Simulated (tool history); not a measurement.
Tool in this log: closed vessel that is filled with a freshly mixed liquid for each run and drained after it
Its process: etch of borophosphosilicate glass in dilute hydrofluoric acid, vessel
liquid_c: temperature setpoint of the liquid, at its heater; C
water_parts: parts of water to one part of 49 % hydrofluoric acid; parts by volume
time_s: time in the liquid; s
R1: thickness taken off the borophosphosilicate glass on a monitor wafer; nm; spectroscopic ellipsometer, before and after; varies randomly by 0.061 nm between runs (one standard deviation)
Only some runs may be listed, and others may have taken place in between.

Run 1, hour 0: liquid_c 20 C, water_parts 125 parts by volume, time_s 30 s. Result: R1 11.488 nm.
Run 2, hour 2.6: liquid_c 20 C, water_parts 145 parts by volume, time_s 30 s. Result: R1 9.71 nm.
Run 3, hour 6.8: liquid_c 20 C, water_parts 120 parts by volume, time_s 30 s. Result: R1 12.003 nm.
Run 4, hour 15.6: liquid_c 20 C, water_parts 95 parts by volume, time_s 30 s. Result: R1 15.685 nm.
Run 5, hour 20: liquid_c 19.5 C, water_parts 95 parts by volume, time_s 30 s. Result: R1 15.326 nm.
Run 6, hour 24.3: liquid_c 22.5 C, water_parts 95 parts by volume, time_s 30 s. Result: R1 17.371 nm.

Forecast run 7:
Run 7, hour 29: liquid_c 22.5 C, water_parts 95 parts by volume, time_s 30 s. Result: R1 ?.

Run 7 came out at R1 17.431 nm.

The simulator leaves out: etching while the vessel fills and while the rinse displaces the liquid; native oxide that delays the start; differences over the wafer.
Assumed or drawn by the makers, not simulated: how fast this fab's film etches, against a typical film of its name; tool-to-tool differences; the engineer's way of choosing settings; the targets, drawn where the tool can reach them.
